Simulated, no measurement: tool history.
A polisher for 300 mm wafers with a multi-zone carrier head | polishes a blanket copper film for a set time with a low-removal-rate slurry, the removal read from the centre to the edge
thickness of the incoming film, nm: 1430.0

run,hour,flow of slurry (ml/min),pressure of the head's centre zone,pressure of the head's middle zone,pressure of the head's edge zone,abrasive content of the slurry,polishing time (s),film removed at the wafer's centre (nm),film removed at mid-radius (nm),film removed at the wafer's edge (nm)
1,0,180,1,1,1,1,34,86.271,86.093,88.2
2,4.4,175,1,0.98,0.99,0.95,34,83.053,84.67,86.673
3,9.7,175,1,0.98,0.91,0.95,34,85.123,85.961,84.272
4,14.3,170,1.01,0.96,0.91,0.9,34,86.153,83.114,84.044
5,18.2,170,1.01,1.03,0.91,0.9,34,82.263,86.056,84.139
6,24.4,165,1.01,1.01,0.91,0.85,34,84.441,84.968,82.706

Run 7 comes next. What will it give?
7,28.1,160,1,0.99,0.92,0.85,34,?,?,?

Run 7 gave film removed at the wafer's centre (nm) 82.686, film removed at mid-radius (nm) 82.482, film removed at the wafer's edge (nm) 83.04.
